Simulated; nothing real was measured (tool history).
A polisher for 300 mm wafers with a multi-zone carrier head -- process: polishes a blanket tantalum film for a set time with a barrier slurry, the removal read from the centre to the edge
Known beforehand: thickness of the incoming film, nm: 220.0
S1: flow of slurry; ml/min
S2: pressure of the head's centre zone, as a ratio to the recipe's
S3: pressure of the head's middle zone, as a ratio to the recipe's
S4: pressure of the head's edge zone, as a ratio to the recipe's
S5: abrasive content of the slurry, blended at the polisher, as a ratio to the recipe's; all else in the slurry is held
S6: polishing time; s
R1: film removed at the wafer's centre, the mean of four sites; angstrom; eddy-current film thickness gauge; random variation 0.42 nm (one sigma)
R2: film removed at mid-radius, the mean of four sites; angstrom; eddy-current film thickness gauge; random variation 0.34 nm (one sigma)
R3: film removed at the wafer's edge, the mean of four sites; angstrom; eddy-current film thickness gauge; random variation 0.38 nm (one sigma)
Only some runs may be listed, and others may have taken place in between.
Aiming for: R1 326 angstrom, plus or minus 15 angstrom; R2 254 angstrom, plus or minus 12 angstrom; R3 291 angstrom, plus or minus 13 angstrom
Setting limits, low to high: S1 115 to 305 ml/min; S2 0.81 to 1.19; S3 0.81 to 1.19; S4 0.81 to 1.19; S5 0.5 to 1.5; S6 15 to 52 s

run	day	S1	S2	S3	S4	S5	S6	R1	R2	R3
1	0	195	1	1	1	1	33	434.37	414.34	426.39
2	0.229	195	1	1	1	1	37	487.69	478.6	474.16
3	0.288	195	1	1	1	0.85	37	462.29	448.69	458.97
4	0.567	195	1	1	1	0.85	29	358.68	351.76	348.29
# day 0.65: worn pad replaced by a new one
5	0.65	195	0.93	1	1	0.85	29	368.57	389.38	400.06
6	0.896	185	0.98	0.96	1.01	0.8	29	371.52	361.72	381.74
7	1.267	155	1.08	0.86	0.97	0.55	26	286.52	232.59	264.31
8	1.6	170	1.09	0.86	0.99	0.55	26	288.54	233.7	262.7

Of the 5 settings listed for the next run, only one would bring every result within its allowed miss of target. Which one?
A	1.933	145	1.09	0.99	0.87	0.55	26	?	?	?
B	1.933	145	1.1	0.96	0.95	0.55	27	?	?	?
C	1.933	160	1.1	0.91	1	0.6	24	?	?	?
D	1.933	155	1.13	0.86	1.02	0.5	31	?	?	?
E	1.933	130	0.99	0.81	1.13	0.55	26	?	?	?

move	R1	R2	R3
A	287.27	255.06	251.74
B	301.02	259.12	267.49
C	290.53	240.59	260.76
D	327.84	254.29	288.64
E	256.54	219.13	268.37
A: lands further from the targets than the last run did
B: nearer than the last run, and not there yet
C: nearer than the last run, and not there yet
D: every result within its allowed miss
E: lands further from the targets than the last run did
Move D is the one to make.

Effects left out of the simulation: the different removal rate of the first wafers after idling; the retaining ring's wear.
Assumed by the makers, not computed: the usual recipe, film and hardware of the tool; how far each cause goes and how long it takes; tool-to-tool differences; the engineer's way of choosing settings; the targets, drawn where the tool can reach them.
